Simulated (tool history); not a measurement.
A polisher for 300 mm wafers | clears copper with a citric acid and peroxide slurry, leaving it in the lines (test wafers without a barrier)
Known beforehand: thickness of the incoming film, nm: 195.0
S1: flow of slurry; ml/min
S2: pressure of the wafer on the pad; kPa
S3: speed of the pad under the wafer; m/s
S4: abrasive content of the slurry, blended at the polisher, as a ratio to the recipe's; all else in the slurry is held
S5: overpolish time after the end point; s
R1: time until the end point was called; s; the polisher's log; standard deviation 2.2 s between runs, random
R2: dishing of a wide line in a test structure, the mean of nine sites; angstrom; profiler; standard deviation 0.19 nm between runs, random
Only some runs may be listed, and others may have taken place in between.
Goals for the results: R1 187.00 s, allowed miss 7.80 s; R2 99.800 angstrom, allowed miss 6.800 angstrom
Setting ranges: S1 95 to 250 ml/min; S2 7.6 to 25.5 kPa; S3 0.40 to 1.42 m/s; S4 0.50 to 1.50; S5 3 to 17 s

{"run": 1, "hour": 0.0, "S1": 160, "S2": 16.5, "S3": 0.9, "S4": 1.0, "S5": 9, "R1": 153.61, "R2": 86.324}
{"run": 2, "hour": 7.2, "S1": 155, "S2": 15.9, "S3": 0.9, "S4": 1.0, "S5": 10, "R1": 158.68, "R2": 91.995}
{"run": 3, "hour": 10.6, "S1": 155, "S2": 15.9, "S3": 0.9, "S4": 1.0, "S5": 8, "R1": 160.46, "R2": 71.756}
{"run": 4, "hour": 14.4, "S1": 150, "S2": 15.2, "S3": 0.9, "S4": 1.0, "S5": 9, "R1": 165.14, "R2": 79.393}
{"run": 5, "hour": 16.7, "S1": 150, "S2": 15.2, "S3": 0.9, "S4": 1.0, "S5": 8, "R1": 165.82, "R2": 72.409}
{"run": 6, "hour": 19.0, "S1": 150, "S2": 18.6, "S3": 0.9, "S4": 1.0, "S5": 8, "R1": 144.39, "R2": 78.47}
{"hour": 26.5, "done": "slurry blender recalibrated"}
{"run": 7, "hour": 26.5, "S1": 145, "S2": 17.2, "S3": 0.9, "S4": 1.0, "S5": 9, "R1": 138.17, "R2": 92.417}
{"run": 8, "hour": 31.5, "S1": 165, "S2": 17.2, "S3": 0.9, "S4": 1.0, "S5": 10, "R1": 136.12, "R2": 102.68}
{"run": 9, "hour": 37.0, "S1": 155, "S2": 15.9, "S3": 0.9, "S4": 1.0, "S5": 10, "R1": 150.48, "R2": 99.482}
{"run": 10, "hour": 41.5, "S1": 155, "S2": 15.9, "S3": 0.9, "S4": 1.0, "S5": 10, "R1": 148.84, "R2": 98.126}

4 candidate next runs follow, results not yet known. Just one meets every target within its allowed miss. Identify it.
{"run": "A", "hour": 46.0, "S1": 180, "S2": 15.2, "S3": 0.72, "S4": 0.95, "S5": 13, "R1": "?", "R2": "?"}
{"run": "B", "hour": 46.0, "S1": 160, "S2": 13.8, "S3": 0.7, "S4": 0.95, "S5": 12, "R1": "?", "R2": "?"}
{"run": "C", "hour": 46.0, "S1": 140, "S2": 7.6, "S3": 0.98, "S4": 0.85, "S5": 14, "R1": "?", "R2": "?"}
{"run": "D", "hour": 46.0, "S1": 155, "S2": 9.7, "S3": 0.82, "S4": 1.2, "S5": 12, "R1": "?", "R2": "?"}

move=A R1=187.57 R2=100.670
move=B R1=207.34 R2=84.511
move=C R1=218.02 R2=92.899
move=D R1=205.27 R2=85.071
A: each result inside its tolerance
B: takes the result that was furthest off past its target
C: takes the result that was furthest off past its target
D: takes the result that was furthest off past its target
The right move is A.

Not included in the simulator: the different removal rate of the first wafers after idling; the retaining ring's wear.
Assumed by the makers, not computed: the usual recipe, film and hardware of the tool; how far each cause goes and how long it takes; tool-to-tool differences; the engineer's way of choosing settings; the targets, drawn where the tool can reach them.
